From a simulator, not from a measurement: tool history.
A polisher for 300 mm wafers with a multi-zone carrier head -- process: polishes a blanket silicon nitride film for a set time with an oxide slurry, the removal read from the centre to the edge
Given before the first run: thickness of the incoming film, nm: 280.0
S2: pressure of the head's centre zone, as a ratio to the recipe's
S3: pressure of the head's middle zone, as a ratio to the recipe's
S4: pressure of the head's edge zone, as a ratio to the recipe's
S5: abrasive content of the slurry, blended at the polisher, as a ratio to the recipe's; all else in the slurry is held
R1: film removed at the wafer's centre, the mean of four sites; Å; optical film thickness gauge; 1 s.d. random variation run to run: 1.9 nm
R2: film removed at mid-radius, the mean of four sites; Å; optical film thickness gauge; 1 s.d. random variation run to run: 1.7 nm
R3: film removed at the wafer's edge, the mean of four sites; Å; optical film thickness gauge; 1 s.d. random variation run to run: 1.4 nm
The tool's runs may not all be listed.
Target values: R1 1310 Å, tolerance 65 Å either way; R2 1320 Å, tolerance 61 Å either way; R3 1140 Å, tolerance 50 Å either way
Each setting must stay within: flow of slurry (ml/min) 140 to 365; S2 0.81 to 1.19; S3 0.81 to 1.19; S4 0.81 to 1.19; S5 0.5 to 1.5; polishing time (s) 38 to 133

Run 1, hour 0: flow of slurry (ml/min) 235, S2 1, S3 1, S4 1, S5 1, polishing time (s) 85. Result: R1 701.17 Å, R2 746.42 Å, R3 764.42 Å.
Run 2, hour 5.5: flow of slurry (ml/min) 235, S2 1, S3 1, S4 0.95, S5 1, polishing time (s) 85. Result: R1 708.73 Å, R2 750.36 Å, R3 743.37 Å.
Run 3, hour 14.3: flow of slurry (ml/min) 235, S2 1, S3 1, S4 0.95, S5 1.2, polishing time (s) 85. Result: R1 736.24 Å, R2 779.94 Å, R3 751.27 Å.
Run 4, hour 21.5: flow of slurry (ml/min) 235, S2 1.06, S3 1, S4 0.95, S5 1.2, polishing time (s) 85. Result: R1 809.4 Å, R2 786.35 Å, R3 764.6 Å.
Run 5, hour 29.4: flow of slurry (ml/min) 235, S2 1.07, S3 1.02, S4 0.96, S5 1.25, polishing time (s) 88. Result: R1 861.56 Å, R2 855.28 Å, R3 821.96 Å.
Run 6, hour 31.5: flow of slurry (ml/min) 240, S2 1.08, S3 1.04, S4 0.96, S5 1.3, polishing time (s) 89. Result: R1 880.16 Å, R2 869.51 Å, R3 835.68 Å.
At hour 39.3: slurry nozzle cleaned.
Run 7, hour 39.3: flow of slurry (ml/min) 240, S2 1.09, S3 1.05, S4 0.95, S5 1.3, polishing time (s) 92. Result: R1 1005.2 Å, R2 969.47 Å, R3 910.64 Å.
Run 8, hour 46.5: flow of slurry (ml/min) 240, S2 1.14, S3 1.15, S4 1.03, S5 1.5, polishing time (s) 96. Result: R1 1155.9 Å, R2 1152.5 Å, R3 1025.1 Å.
Run 9, hour 53.3: flow of slurry (ml/min) 240, S2 1.14, S3 1.15, S4 1.03, S5 1.5, polishing time (s) 97. Result: R1 1141.1 Å, R2 1159.8 Å, R3 1058.3 Å.
Run 10, hour 58.3: flow of slurry (ml/min) 240, S2 1.14, S3 1.15, S4 1.03, S5 1.5, polishing time (s) 98. Result: R1 1177.1 Å, R2 1182.4 Å, R3 1040.9 Å.
Run 11, hour 65: flow of slurry (ml/min) 240, S2 1.14, S3 1.15, S4 1.03, S5 1.5, polishing time (s) 99. Result: R1 1164.9 Å, R2 1196.5 Å, R3 1048.4 Å.
Run 12, hour 67.9: flow of slurry (ml/min) 240, S2 1.14, S3 1.15, S4 1.03, S5 1.5, polishing time (s) 100. Result: R1 1211.8 Å, R2 1220.1 Å, R3 1051.3 Å.
Run 13, hour 75.7: flow of slurry (ml/min) 245, S2 1.14, S3 1.15, S4 1.04, S5 1.5, polishing time (s) 101. Result: R1 1207.1 Å, R2 1213.6 Å, R3 1082.1 Å.

Consider the 5 candidate settings below. Which is the only one whose results all fall within their allowed miss of target?
Run A, hour 83.5: flow of slurry (ml/min) 230, S2 1.17, S3 1.19, S4 1.03, S5 1.5, polishing time (s) 107. Result: R1 ?, R2 ?, R3 ?.
Run B, hour 83.5: flow of slurry (ml/min) 285, S2 1.16, S3 0.96, S4 1.11, S5 1.5, polishing time (s) 105. Result: R1 ?, R2 ?, R3 ?.
Run C, hour 83.5: flow of slurry (ml/min) 265, S2 1.16, S3 1.11, S4 1.03, S5 1.5, polishing time (s) 98. Result: R1 ?, R2 ?, R3 ?.
Run D, hour 83.5: flow of slurry (ml/min) 275, S2 1.06, S3 1.09, S4 1.15, S5 1.45, polishing time (s) 94. Result: R1 ?, R2 ?, R3 ?.
Run E, hour 83.5: flow of slurry (ml/min) 340, S2 0.96, S3 1.12, S4 1.05, S5 1.5, polishing time (s) 113. Result: R1 ?, R2 ?, R3 ?.

move      R1      R2      R3
   A  1329.3  1352.3  1134.4
   B  1329.7  1150.9  1173.5
   C    1231  1193.1  1054.2
   D  1074.8  1122.6  1051.4
   E  1211.1  1422.6  1248.7
A: all results in spec
B: moves away from the targets compared with the last run
C: moves away from the targets compared with the last run
D: moves away from the targets compared with the last run
E: pushes the last run's worst result past its target
The move that meets every target is A.
